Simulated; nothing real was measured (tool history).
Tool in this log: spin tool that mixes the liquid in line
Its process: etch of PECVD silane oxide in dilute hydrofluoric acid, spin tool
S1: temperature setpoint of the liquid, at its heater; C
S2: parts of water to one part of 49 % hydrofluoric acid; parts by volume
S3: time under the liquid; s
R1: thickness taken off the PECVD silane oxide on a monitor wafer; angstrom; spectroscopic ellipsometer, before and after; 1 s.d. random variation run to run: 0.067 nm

run  hour    S1   S2  S3      R1
  1     0    24   85  45   273.3
  2   2.2    24   70  45  337.88
  3   7.4    22   75  45  289.43
  4   9.4    22  100  45  210.68
  5  13.4  20.5  100  45  197.41
  6  16.5  20.5  125  45  153.52

Run 7 is up next; what results do you expect?
  7  18.6  22  125  45   ?

Run 7 yielded R1 162.56 angstrom.

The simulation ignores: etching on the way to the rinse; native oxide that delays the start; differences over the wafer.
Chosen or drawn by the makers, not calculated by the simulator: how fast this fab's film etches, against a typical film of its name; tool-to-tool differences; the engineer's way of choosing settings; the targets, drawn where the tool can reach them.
